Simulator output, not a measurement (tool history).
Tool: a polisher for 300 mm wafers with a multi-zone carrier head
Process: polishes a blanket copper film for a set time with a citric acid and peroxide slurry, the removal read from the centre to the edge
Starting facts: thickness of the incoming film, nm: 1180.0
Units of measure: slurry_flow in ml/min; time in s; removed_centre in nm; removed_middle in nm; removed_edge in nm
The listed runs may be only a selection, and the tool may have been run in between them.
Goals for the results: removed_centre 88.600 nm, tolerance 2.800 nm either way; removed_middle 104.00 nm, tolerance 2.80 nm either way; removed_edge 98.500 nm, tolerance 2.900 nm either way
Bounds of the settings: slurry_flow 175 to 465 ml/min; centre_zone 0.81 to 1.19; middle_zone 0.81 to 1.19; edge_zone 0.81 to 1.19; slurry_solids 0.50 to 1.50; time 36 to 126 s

run  hour  slurry_flow  centre_zone  middle_zone  edge_zone  slurry_solids  time  removed_centre  removed_middle  removed_edge
  1   0.0          295         1.00         1.00       1.00           1.00    81         171.350          172.65       173.240
  2   6.2          295         1.00         1.00       0.97           1.00    81         174.430          172.19       169.840
  3  12.6          295         1.00         1.00       0.97           1.10    81         177.110          176.45       175.170
  4  17.4          285         0.96         1.00       0.96           1.00    75         154.020          160.72       156.400
  5  22.9          335         0.96         1.00       0.96           1.00    75         156.250          160.12       157.660
  6  25.5          335         0.99         1.00       0.96           1.00    75         160.100          162.09       154.920
  7  34.1          335         0.96         0.99       0.96           0.90    70         144.760          149.68       143.790
  8  34.9          330         0.93         0.98       0.96           0.80    65         128.100          132.30       133.430
  9  36.6          330         0.91         0.99       0.94           0.75    62         118.440          126.98       122.730
 10  41.9          315         0.89         0.99       0.93           0.70    60         109.790          121.45       117.960
 11  45.0          310         0.88         0.98       0.91           0.65    59         105.850          117.79       112.890
 12  49.3          300         0.87         0.97       0.89           0.60    59         102.000          114.19       109.980
 13  56.7          295         0.86         0.96       0.87           0.60    59         102.010          113.44       109.430
 14  61.8          290         0.85         0.96       0.86           0.60    58          97.680          111.29       106.520
 15  66.0          285         0.84         0.96       0.85           0.60    58          97.631          110.96       105.390
 16  73.1          275         0.83         0.96       0.84           0.60    58          96.311          110.27       104.430
 17  73.8          265         0.83         0.96       0.84           0.60    58          95.964          110.27       106.190
 18  75.4          265         0.83         0.96       0.84           0.60    57          93.949          108.32       104.020
 19  84.2          265         0.83         0.96       0.83           0.60    57          95.060          107.00       102.640
 20  89.0          260         0.83         0.96       0.83           0.60    57          94.904          109.09       100.460
 21  96.6          255         0.83         0.96       0.83           0.60    57          95.043          106.55       102.670

Below are 5 possible settings for the next run. Only one of them brings all results inside the allowed miss of their targets. Which is it?
  A  104.2          230         0.86         0.98       1.02           0.55    55               ?               ?             ?
  B  104.2          230         0.89         0.97       0.81           0.80    55               ?               ?             ?
  C  104.2          250         0.85         0.92       0.82           0.80    57               ?               ?             ?
  D  104.2          265         0.90         0.96       0.83           0.50    59               ?               ?             ?
  E  104.2          195         0.81         0.96       0.81           0.80    54               ?               ?             ?

move  removed_centre  removed_middle  removed_edge
   A          92.178          104.53       105.510
   B         100.610          109.43       100.140
   C         100.440          109.47       104.980
   D         103.490          110.25       102.550
   E          88.542          104.97        97.218
A: its largest miss is bigger than the last run's
B: its largest miss is bigger than the last run's
C: its largest miss is bigger than the last run's
D: its largest miss is bigger than the last run's
E: hits every target within its allowed miss
Move E is the one to make.

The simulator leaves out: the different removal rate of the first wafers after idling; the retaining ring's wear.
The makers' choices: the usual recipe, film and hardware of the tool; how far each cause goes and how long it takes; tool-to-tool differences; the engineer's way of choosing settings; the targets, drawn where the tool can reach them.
